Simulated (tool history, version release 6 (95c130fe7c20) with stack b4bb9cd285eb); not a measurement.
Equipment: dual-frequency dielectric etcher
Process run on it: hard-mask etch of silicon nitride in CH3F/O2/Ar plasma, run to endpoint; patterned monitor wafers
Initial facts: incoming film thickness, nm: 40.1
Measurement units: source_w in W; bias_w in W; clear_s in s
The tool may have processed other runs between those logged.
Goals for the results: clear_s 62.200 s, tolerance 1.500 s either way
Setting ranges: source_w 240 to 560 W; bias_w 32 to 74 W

run 1 day=0.000 | source_w=400 bias_w=53 | clear_s=70.034
run 2 day=0.188 | source_w=330 bias_w=53 | clear_s=75.022
run 3 day=0.492 | source_w=360 bias_w=54 | clear_s=72.739
run 4 day=0.688 | source_w=320 bias_w=54 | clear_s=76.458
run 5 day=0.712 | source_w=320 bias_w=61 | clear_s=73.567
run 6 day=0.854 | source_w=320 bias_w=55 | clear_s=75.437
run 7 day=0.950 | source_w=360 bias_w=56 | clear_s=72.280
run 8 day=1.062 | source_w=390 bias_w=57 | clear_s=68.509
run 9 day=1.188 | source_w=410 bias_w=57 | clear_s=67.541

Consider the 5 candidate settings below. Which is the only one whose results all fall within their allowed miss of target?
run A day=1.312 | source_w=450 bias_w=66 | clear_s=?
run B day=1.312 | source_w=310 bias_w=62 | clear_s=?
run C day=1.312 | source_w=370 bias_w=55 | clear_s=?
run D day=1.312 | source_w=360 bias_w=55 | clear_s=?
run E day=1.312 | source_w=400 bias_w=53 | clear_s=?

move=A clear_s=62.280
move=B clear_s=73.616
move=C clear_s=71.788
move=D clear_s=72.562
move=E clear_s=70.549
A: meets every target
B: moves away from the targets compared with the last run
C: moves away from the targets compared with the last run
D: moves away from the targets compared with the last run
E: moves away from the targets compared with the last run
So the answer is move A, the one that meets all the targets.
